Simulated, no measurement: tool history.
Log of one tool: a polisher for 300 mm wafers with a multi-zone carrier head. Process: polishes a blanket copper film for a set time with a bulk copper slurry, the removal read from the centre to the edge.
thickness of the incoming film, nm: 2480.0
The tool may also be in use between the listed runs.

run	hour	flow of slurry (ml/min)	pressure of the head's centre zone	pressure of the head's middle zone	pressure of the head's edge zone	abrasive content of the slurry	polishing time (s)	film removed at the wafer's centre (angstrom)	film removed at mid-radius (angstrom)	film removed at the wafer's edge (angstrom)
1	0.0	230	1.00	1.00	1.00	1.00	77	7192.5	7432.0	7092.3
2	8.4	230	1.00	1.00	1.07	1.00	77	7373.3	7291.3	7352.3
3	15.0	285	1.00	1.00	1.07	1.00	77	7490.8	7439.1	7401.9
4	18.7	285	1.00	1.06	1.07	1.00	77	7513.6	8021.5	7485.5
5	25.3	285	1.00	1.02	1.07	1.00	77	7544.6	7682.4	7471.8
6	27.2	275	0.96	0.97	1.05	0.85	76	6929.3	6861.7	7063.3
7	32.6	210	0.86	0.87	0.95	0.60	72	5119.8	5118.2	5559.2
8	41.3	210	0.86	0.87	0.97	0.60	72	5106.7	5088.3	5591.1

Forecast run 9:
9	47.1	210	0.86	0.87	0.98	0.60	72	?	?	?

film removed at the wafer's centre (angstrom): 5025.2
film removed at mid-radius (angstrom): 5193.8
film removed at the wafer's edge (angstrom): 5556.2

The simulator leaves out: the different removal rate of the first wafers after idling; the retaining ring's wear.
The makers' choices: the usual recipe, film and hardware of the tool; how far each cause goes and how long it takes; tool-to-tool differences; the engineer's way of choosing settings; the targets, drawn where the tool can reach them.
